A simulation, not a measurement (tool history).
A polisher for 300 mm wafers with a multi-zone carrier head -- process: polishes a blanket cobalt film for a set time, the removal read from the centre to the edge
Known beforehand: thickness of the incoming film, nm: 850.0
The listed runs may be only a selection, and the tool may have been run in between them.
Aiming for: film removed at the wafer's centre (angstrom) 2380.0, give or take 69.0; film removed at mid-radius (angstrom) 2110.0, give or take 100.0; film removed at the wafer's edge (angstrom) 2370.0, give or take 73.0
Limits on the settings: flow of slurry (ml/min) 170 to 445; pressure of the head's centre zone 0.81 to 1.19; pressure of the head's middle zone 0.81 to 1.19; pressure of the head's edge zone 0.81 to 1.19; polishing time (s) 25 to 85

run	hour	flow of slurry (ml/min)	pressure of the head's centre zone	pressure of the head's middle zone	pressure of the head's edge zone	polishing time (s)	film removed at the wafer's centre (angstrom)	film removed at mid-radius (angstrom)	film removed at the wafer's edge (angstrom)
1	0.0	285	1.00	1.00	1.00	55	3324.6	3318.7	3171.9
2	6.5	285	1.00	0.97	1.00	55	3298.4	3264.1	3268.5
3	8.6	285	0.96	0.97	1.00	55	3148.7	3261.2	3213.2
4	15.9	285	0.92	0.97	1.00	55	2988.9	3138.5	3206.1
5	24.5	285	0.84	0.97	1.00	55	2772.0	3253.9	3156.4
6	29.5	280	0.88	0.93	0.97	51	2667.6	2902.5	2906.9
7	30.4	275	0.91	0.90	0.97	48	2592.6	2704.9	2758.4
8	39.1	255	1.01	0.81	1.03	36	2132.6	1808.0	2127.2
9	40.7	275	1.02	0.84	1.05	37	2219.8	1896.2	2221.0
10	46.9	290	1.02	0.86	1.06	37	2265.6	1997.0	2250.4
11	50.0	300	1.02	0.86	1.07	37	2284.1	2012.6	2283.1
12	57.1	310	1.02	0.86	1.08	37	2274.9	2006.4	2290.0
13	63.4	320	1.02	0.87	1.09	37	2288.9	1998.6	2295.3
14	68.1	330	1.02	0.88	1.10	37	2312.5	2045.7	2291.6
15	72.4	330	1.02	0.88	1.11	37	2285.1	2111.7	2285.5

Which of these 5 next moves meets every target?
A	76.7	395	1.13	1.01	1.05	35	?	?	?
B	76.7	385	1.02	0.90	1.11	35	?	?	?
C	76.7	280	0.95	0.87	1.13	38	?	?	?
D	76.7	400	1.06	0.91	1.18	36	?	?	?
E	76.7	340	1.08	1.06	1.08	34	?	?	?

move	film removed at the wafer's centre (angstrom)	film removed at mid-radius (angstrom)	film removed at the wafer's edge (angstrom)
A	2419.5	2205.5	2152.7
B	2175.9	1999.4	2213.4
C	2125.6	2048.1	2369.9
D	2334.3	2081.0	2354.6
E	2215.4	2204.7	2098.8
A: puts the biggest miss on target and leaves a different result outside tolerance
B: moves away from the targets compared with the last run
C: moves away from the targets compared with the last run
D: hits every target within its allowed miss
E: moves away from the targets compared with the last run
The right move is D.

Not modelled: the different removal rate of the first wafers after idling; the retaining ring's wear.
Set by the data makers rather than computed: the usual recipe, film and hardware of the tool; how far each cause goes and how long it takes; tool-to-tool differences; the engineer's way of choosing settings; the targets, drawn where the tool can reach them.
